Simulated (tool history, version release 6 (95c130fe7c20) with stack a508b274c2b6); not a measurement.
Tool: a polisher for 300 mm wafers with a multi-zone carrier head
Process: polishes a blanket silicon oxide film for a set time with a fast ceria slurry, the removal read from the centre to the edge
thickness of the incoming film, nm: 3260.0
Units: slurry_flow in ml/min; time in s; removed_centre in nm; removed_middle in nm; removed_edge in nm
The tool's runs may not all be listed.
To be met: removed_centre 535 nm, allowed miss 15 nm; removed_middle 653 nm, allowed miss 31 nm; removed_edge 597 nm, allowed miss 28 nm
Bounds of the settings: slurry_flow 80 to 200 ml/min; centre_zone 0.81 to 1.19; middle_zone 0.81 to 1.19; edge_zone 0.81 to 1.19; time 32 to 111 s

run,hour,slurry_flow,centre_zone,middle_zone,edge_zone,time,removed_centre,removed_middle,removed_edge
1,0,130,1,1,1,71,1131.5,1119.9,1139.8
2,1.1,125,0.98,1.01,0.98,65,1027.4,1054.1,1028.6
3,7.7,120,0.96,1.01,0.97,60,907.25,954.35,929.98
4,8.9,115,0.94,1.01,0.95,57,841.42,886.04,865.27
5,13.8,115,0.97,1.01,0.95,57,870,893.45,874.78
6,17.7,115,0.97,1.01,0.95,49,736.71,783.85,746.25
7,22.6,115,0.95,1.01,0.95,47,692.69,726.34,719.35
8,28.4,110,0.93,1.02,0.94,46,667.72,727.18,703.95
9,36.6,105,0.92,1.03,0.93,45,627.35,701.24,679.25
10,39.7,105,0.92,1.03,0.93,45,628.12,710.25,671.45
11,42.5,100,0.91,1.03,0.92,45,614.16,696.13,669.37
12,51.3,100,0.9,1.03,0.91,45,605.52,695.71,668.16
13,53.4,100,0.9,1.03,0.9,44,595.18,676.04,637.52
14,55.5,100,0.89,1.03,0.89,44,587.82,657.56,643.36
15,57.7,100,0.89,1.03,0.89,44,588.12,684.38,635.47
16,63.5,100,0.88,1.03,0.88,44,582.06,673.29,652.96
17,69.1,100,0.88,1.04,0.88,44,582.5,690.99,633.34
18,76,85,0.84,1.03,0.84,42,497.84,619.95,573.36
19,82.2,85,0.84,1.03,0.84,42,507.67,608.86,580.58

4 next moves are on the table. One of them brings every result within its allowed miss. Which?
A,88.4,80,0.81,1.02,0.81,44,?,?,?
B,88.4,80,0.81,0.99,0.89,44,?,?,?
C,88.4,100,0.83,1.03,0.81,43,?,?,?
D,88.4,85,0.87,0.95,0.84,43,?,?,?

move,removed_centre,removed_middle,removed_edge
A,499.41,634.47,583.92
B,499.3,618.6,609.23
C,545.4,674.47,599.89
D,535.57,597.07,588.88
A: further off than the last run
B: further off than the last run
C: meets every target
D: brings the result that was furthest off to its target, and leaves another outside
Move C is the one to make.

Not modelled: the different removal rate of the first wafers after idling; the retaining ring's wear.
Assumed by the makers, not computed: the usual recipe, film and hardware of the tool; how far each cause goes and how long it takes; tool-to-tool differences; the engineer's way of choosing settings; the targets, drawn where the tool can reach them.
